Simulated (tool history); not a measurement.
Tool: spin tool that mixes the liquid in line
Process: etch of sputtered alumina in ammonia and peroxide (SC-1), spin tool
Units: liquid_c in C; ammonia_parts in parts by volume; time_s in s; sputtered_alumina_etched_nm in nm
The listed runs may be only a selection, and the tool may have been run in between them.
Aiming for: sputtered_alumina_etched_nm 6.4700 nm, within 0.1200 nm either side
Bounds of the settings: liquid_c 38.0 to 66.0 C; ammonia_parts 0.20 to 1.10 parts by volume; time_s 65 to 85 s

| run | hour | liquid_c | ammonia_parts | time_s | sputtered_alumina_etched_nm |
|---|---|---|---|---|---|
| 1 | 0.0 | 50.0 | 0.60 | 85 | 4.0925 |
| 2 | 0.7 | 51.5 | 0.60 | 85 | 4.4390 |
| 3 | 8.6 | 51.5 | 0.45 | 85 | 4.2841 |
| 4 | 13.0 | 53.0 | 0.45 | 85 | 4.6647 |
| 5 | 21.1 | 54.0 | 0.45 | 85 | 4.9681 |
| 6 | 22.6 | 55.0 | 0.45 | 85 | 5.2913 |
| 7 | 28.2 | 55.5 | 0.45 | 85 | 5.3313 |
|  | 36.6 | thermometer replaced |
| 8 | 36.6 | 56.0 | 0.45 | 85 | 6.2437 |

Below are 4 possible settings for the next run. Only one of them brings all results inside the allowed miss of their targets. Which is it?
| A | 45.0 | 56.0 | 0.60 | 85 | ? |
| B | 45.0 | 56.0 | 0.40 | 80 | ? |
| C | 45.0 | 57.0 | 0.50 | 80 | ? |
| D | 45.0 | 57.5 | 0.65 | 75 | ? |

| move | sputtered_alumina_etched_nm |
|---|---|
| A | 6.4673 |
| B | 5.8576 |
| C | 6.3057 |
| D | 6.2208 |
A: all results land within tolerance of their targets
B: further off than the last run
C: an improvement on the last run, though not all results are within tolerance
D: further off than the last run
A is the move that brings every result within its allowed miss.
